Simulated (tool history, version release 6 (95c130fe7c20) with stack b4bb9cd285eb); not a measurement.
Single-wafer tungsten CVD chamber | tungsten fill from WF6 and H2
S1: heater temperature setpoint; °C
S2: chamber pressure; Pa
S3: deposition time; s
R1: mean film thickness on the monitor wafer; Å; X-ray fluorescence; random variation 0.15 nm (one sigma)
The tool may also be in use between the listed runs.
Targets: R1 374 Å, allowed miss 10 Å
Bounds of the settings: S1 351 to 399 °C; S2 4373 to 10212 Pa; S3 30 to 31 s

{"run": 1, "hour": 0.0, "S1": 375, "S2": 7293, "S3": 30, "R1": 632.79}
{"run": 2, "hour": 7.4, "S1": 371, "S2": 7199, "S3": 30, "R1": 567.72}
{"run": 3, "hour": 8.0, "S1": 381, "S2": 7199, "S3": 30, "R1": 721.22}
{"run": 4, "hour": 12.7, "S1": 387, "S2": 7199, "S3": 30, "R1": 831.63}
{"run": 5, "hour": 18.6, "S1": 381, "S2": 7146, "S3": 30, "R1": 714.57}
{"run": 6, "hour": 23.1, "S1": 381, "S2": 7146, "S3": 31, "R1": 736.05}
{"run": 7, "hour": 31.9, "S1": 376, "S2": 7106, "S3": 31, "R1": 652.93}
{"run": 8, "hour": 40.9, "S1": 372, "S2": 7079, "S3": 31, "R1": 597.99}
{"run": 9, "hour": 47.3, "S1": 369, "S2": 7053, "S3": 31, "R1": 553.57}
{"run": 10, "hour": 48.8, "S1": 357, "S2": 6866, "S3": 31, "R1": 405.31}
{"run": 11, "hour": 54.8, "S1": 356, "S2": 6866, "S3": 31, "R1": 395.96}
{"run": 12, "hour": 59.9, "S1": 353, "S2": 6839, "S3": 31, "R1": 361.27}

5 next moves are on the table. One of them brings every result within its allowed miss. Which?
{"run": "A", "hour": 65.0, "S1": 352, "S2": 6879, "S3": 30.2, "R1": "?"}
{"run": "B", "hour": 65.0, "S1": 353, "S2": 5946, "S3": 31, "R1": "?"}
{"run": "C", "hour": 65.0, "S1": 353, "S2": 7453, "S3": 30.6, "R1": "?"}
{"run": "D", "hour": 65.0, "S1": 351, "S2": 6853, "S3": 30.8, "R1": "?"}
{"run": "E", "hour": 65.0, "S1": 357, "S2": 5453, "S3": 30.5, "R1": "?"}

move=A R1=346.2
move=B R1=335.18
move=C R1=376.29
move=D R1=343.21
move=E R1=346.63
A: further off than the last run
B: further off than the last run
C: meets every target
D: further off than the last run
E: further off than the last run
The right move is C.
